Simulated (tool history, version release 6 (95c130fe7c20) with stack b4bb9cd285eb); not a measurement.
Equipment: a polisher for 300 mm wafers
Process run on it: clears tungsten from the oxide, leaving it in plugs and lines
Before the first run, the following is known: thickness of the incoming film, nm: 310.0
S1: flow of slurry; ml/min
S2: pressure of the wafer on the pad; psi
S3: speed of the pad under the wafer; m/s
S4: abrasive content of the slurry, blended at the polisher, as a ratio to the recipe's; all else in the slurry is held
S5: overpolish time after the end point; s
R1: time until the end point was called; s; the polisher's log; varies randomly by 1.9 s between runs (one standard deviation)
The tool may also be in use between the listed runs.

Run 1, hour 0.0: S1 245 ml/min, S2 2.3 psi, S3 0.98 m/s, S4 1.0, S5 15 s. Result: R1 100.220 s.
Run 2, hour 6.4: S1 205 ml/min, S2 2.3 psi, S3 0.98 m/s, S4 1.0, S5 15 s. Result: R1 104.010 s.
Run 3, hour 15.4: S1 205 ml/min, S2 2.3 psi, S3 0.98 m/s, S4 1.1, S5 15 s. Result: R1 101.410 s.
Run 4, hour 21.1: S1 205 ml/min, S2 2.3 psi, S3 0.98 m/s, S4 1.1, S5 16 s. Result: R1 98.517 s.
Run 5, hour 23.1: S1 205 ml/min, S2 2.1 psi, S3 0.98 m/s, S4 1.1, S5 16 s. Result: R1 108.880 s.
Run 6, hour 32.1: S1 205 ml/min, S2 2.1 psi, S3 0.98 m/s, S4 1.1, S5 15 s. Result: R1 107.420 s.

Run 7 comes next. What will it give?
Run 7, hour 37.1: S1 205 ml/min, S2 2.0 psi, S3 0.98 m/s, S4 1.1, S5 15 s. Result: R1 ?.

R1: 114.830 s

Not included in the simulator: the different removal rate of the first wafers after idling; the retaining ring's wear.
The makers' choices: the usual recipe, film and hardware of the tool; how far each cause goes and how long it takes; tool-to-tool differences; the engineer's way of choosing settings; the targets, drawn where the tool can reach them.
